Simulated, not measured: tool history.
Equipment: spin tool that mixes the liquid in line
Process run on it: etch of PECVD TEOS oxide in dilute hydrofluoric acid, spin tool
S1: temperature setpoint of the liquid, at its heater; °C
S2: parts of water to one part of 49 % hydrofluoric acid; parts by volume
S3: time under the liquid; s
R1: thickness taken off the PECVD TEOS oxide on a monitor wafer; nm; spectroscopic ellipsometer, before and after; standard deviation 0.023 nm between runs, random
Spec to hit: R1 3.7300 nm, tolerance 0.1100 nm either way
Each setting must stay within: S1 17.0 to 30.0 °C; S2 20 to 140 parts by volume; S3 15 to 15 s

run	hour	S1	S2	S3	R1
1	0.0	22.0	75	15	1.7108
2	7.9	22.0	75	15	1.7252
3	12.9	23.5	70	15	1.9488
4	15.0	25.0	65	15	2.2537
5	20.5	26.0	60	15	2.5656
6	27.8	24.0	60	15	2.3691
7	33.2	25.0	55	15	2.7023
8	37.4	26.0	55	15	2.8067
9	43.6	27.0	55	15	2.9394
10	52.0	27.5	55	15	3.0169
11	59.7	28.0	55	15	3.0483
12	68.1	28.5	55	15	3.1200
13	70.5	29.0	55	15	3.1819
14	76.9	29.5	50	15	3.6350

Which of these 4 next moves meets every target?
A	83.3	29.0	50	15	?
B	83.3	28.5	50	15	?
C	83.3	26.5	45	15	?
D	83.3	27.5	45	15	?

move	R1
A	3.5400
B	3.4705
C	3.5848
D	3.7324
A: the biggest miss grows against the last run
B: the biggest miss grows against the last run
C: the biggest miss grows against the last run
D: every result lands within tolerance
The right move is D.

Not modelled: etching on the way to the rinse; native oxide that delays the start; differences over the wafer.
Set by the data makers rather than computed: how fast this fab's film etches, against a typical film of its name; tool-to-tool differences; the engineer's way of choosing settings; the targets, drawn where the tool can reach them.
